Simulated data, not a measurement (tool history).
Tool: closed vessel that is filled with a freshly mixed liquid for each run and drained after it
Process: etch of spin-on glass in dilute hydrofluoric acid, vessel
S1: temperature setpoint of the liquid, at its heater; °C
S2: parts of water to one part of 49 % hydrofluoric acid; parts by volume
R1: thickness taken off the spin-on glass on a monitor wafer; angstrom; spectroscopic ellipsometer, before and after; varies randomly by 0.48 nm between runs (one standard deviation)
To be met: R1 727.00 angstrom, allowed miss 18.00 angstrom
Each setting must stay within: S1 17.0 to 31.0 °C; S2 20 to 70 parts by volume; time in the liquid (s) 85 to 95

Run 1, hour 0.0: S1 23.0 °C, S2 40 parts by volume, time in the liquid (s) 85. Result: R1 900.65 angstrom.
Run 2, hour 6.2: S1 22.0 °C, S2 40 parts by volume, time in the liquid (s) 85. Result: R1 854.77 angstrom.
Run 3, hour 8.8: S1 21.0 °C, S2 40 parts by volume, time in the liquid (s) 85. Result: R1 833.91 angstrom.
Run 4, hour 13.4: S1 20.0 °C, S2 40 parts by volume, time in the liquid (s) 85. Result: R1 788.59 angstrom.
Run 5, hour 17.2: S1 20.0 °C, S2 35 parts by volume, time in the liquid (s) 85. Result: R1 917.92 angstrom.
Run 6, hour 19.1: S1 19.5 °C, S2 35 parts by volume, time in the liquid (s) 85. Result: R1 886.39 angstrom.
Run 7, hour 25.9: S1 19.0 °C, S2 35 parts by volume, time in the liquid (s) 85. Result: R1 879.38 angstrom.
Run 8, hour 30.4: S1 18.5 °C, S2 35 parts by volume, time in the liquid (s) 85. Result: R1 851.60 angstrom.

Exercise: of the 5 proposed moves below, exactly one satisfies all targets within the stated allowed misses. Which move is it?
Run A, hour 34.9: S1 18.5 °C, S2 30 parts by volume, time in the liquid (s) 85. Result: R1 ?.
Run B, hour 34.9: S1 18.0 °C, S2 40 parts by volume, time in the liquid (s) 85. Result: R1 ?.
Run C, hour 34.9: S1 19.5 °C, S2 35 parts by volume, time in the liquid (s) 95. Result: R1 ?.
Run D, hour 34.9: S1 20.0 °C, S2 35 parts by volume, time in the liquid (s) 95. Result: R1 ?.
Run E, hour 34.9: S1 17.0 °C, S2 30 parts by volume, time in the liquid (s) 85. Result: R1 ?.

move       R1
   A  1003.90
   B   728.26
   C   998.42
   D  1020.10
   E   940.02
A: moves away from the targets compared with the last run
B: each result inside its tolerance
C: moves away from the targets compared with the last run
D: moves away from the targets compared with the last run
E: moves away from the targets compared with the last run
Correct choice: B, which meets every target

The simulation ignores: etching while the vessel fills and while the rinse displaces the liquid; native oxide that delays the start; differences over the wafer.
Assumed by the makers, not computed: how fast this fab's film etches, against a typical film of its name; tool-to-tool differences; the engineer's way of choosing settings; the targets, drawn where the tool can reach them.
